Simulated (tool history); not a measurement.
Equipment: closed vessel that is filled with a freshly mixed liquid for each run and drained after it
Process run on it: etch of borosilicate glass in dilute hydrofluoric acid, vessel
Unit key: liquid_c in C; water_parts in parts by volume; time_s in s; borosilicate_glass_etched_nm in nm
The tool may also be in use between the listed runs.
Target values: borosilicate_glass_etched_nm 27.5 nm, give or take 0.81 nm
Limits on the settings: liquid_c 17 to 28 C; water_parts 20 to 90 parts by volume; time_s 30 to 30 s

Run 1, hour 0: liquid_c 20 C, water_parts 50 parts by volume, time_s 30 s. Result: borosilicate_glass_etched_nm 15.855 nm.
Run 2, hour 5.6: liquid_c 21.5 C, water_parts 50 parts by volume, time_s 30 s. Result: borosilicate_glass_etched_nm 16.898 nm.
Run 3, hour 7.1: liquid_c 21.5 C, water_parts 50 parts by volume, time_s 30 s. Result: borosilicate_glass_etched_nm 16.9 nm.
Run 4, hour 11.9: liquid_c 21.5 C, water_parts 65 parts by volume, time_s 30 s. Result: borosilicate_glass_etched_nm 12.776 nm.
Run 5, hour 12.8: liquid_c 22.5 C, water_parts 60 parts by volume, time_s 30 s. Result: borosilicate_glass_etched_nm 14.265 nm.
Run 6, hour 15.3: liquid_c 23 C, water_parts 55 parts by volume, time_s 30 s. Result: borosilicate_glass_etched_nm 16.242 nm.
Run 7, hour 19.1: liquid_c 27 C, water_parts 35 parts by volume, time_s 30 s. Result: borosilicate_glass_etched_nm 30.299 nm.
Run 8, hour 25.6: liquid_c 26.5 C, water_parts 35 parts by volume, time_s 30 s. Result: borosilicate_glass_etched_nm 29.764 nm.
Run 9, hour 33.1: liquid_c 25.5 C, water_parts 35 parts by volume, time_s 30 s. Result: borosilicate_glass_etched_nm 29.026 nm.

Which of these 4 next moves meets every target?
Run A, hour 40.6: liquid_c 24 C, water_parts 30 parts by volume, time_s 30 s. Result: borosilicate_glass_etched_nm ?.
Run B, hour 40.6: liquid_c 24 C, water_parts 35 parts by volume, time_s 30 s. Result: borosilicate_glass_etched_nm ?.
Run C, hour 40.6: liquid_c 23 C, water_parts 30 parts by volume, time_s 30 s. Result: borosilicate_glass_etched_nm ?.
Run D, hour 40.6: liquid_c 27.5 C, water_parts 35 parts by volume, time_s 30 s. Result: borosilicate_glass_etched_nm ?.

move  borosilicate_glass_etched_nm
   A                        31.884
   B                        27.139
   C                        30.586
   D                        31.293
A: the biggest miss grows against the last run
B: every result lands within tolerance
C: the biggest miss grows against the last run
D: the biggest miss grows against the last run
Go with B: it meets all targets.

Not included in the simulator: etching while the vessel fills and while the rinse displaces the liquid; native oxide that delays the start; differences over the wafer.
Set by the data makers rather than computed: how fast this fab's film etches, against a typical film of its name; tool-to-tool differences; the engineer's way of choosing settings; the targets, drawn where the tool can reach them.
